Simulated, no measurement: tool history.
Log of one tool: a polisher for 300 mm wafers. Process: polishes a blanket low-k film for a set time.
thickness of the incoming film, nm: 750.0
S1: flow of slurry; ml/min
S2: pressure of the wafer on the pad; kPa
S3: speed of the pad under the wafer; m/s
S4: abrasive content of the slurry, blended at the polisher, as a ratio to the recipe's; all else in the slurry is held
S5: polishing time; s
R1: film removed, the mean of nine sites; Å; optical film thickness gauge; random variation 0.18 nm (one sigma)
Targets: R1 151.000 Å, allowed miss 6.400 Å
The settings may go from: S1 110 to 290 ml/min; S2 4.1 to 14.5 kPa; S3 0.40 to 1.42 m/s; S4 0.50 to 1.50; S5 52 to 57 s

| run | day | S1 | S2 | S3 | S4 | S5 | R1 |
|---|---|---|---|---|---|---|---|
| 1 | 0.000 | 185 | 9.0 | 0.90 | 1.00 | 57 | 117.290 |
| 2 | 0.154 | 185 | 6.9 | 0.90 | 1.00 | 57 | 91.603 |
| 3 | 0.196 | 185 | 6.9 | 0.90 | 1.00 | 57 | 92.741 |
| 4 | 0.383 | 155 | 6.9 | 0.90 | 1.00 | 57 | 91.337 |
| 5 | 0.654 | 155 | 5.5 | 0.90 | 1.00 | 57 | 75.265 |
| 6 | 0.758 | 190 | 5.5 | 0.90 | 1.00 | 57 | 74.965 |
| 7 | 0.812 | 190 | 6.2 | 0.90 | 1.00 | 57 | 83.567 |
| 8 | 1.142 | 190 | 6.9 | 0.90 | 1.00 | 57 | 92.947 |
| 9 | 1.308 | 190 | 7.6 | 0.90 | 1.00 | 57 | 102.420 |
| 10 | 1.521 | 190 | 8.3 | 0.90 | 1.00 | 57 | 114.160 |
| 11 | 1.792 | 195 | 9.7 | 0.90 | 1.00 | 57 | 130.790 |

Which of these 5 next moves meets every target?
| A | 2.062 | 120 | 7.6 | 1.12 | 1.15 | 57 | ? |
| B | 2.062 | 235 | 7.6 | 0.98 | 1.05 | 54 | ? |
| C | 2.062 | 235 | 9.0 | 0.82 | 0.90 | 52 | ? |
| D | 2.062 | 185 | 10.3 | 0.96 | 1.30 | 54 | ? |
| E | 2.062 | 230 | 8.3 | 0.86 | 1.20 | 52 | ? |

| move | R1 |
|---|---|
| A | 118.950 |
| B | 107.240 |
| C | 102.130 |
| D | 150.710 |
| E | 108.170 |
A: further off than the last run
B: further off than the last run
C: further off than the last run
D: meets every target
E: further off than the last run
Move D is the one to make.
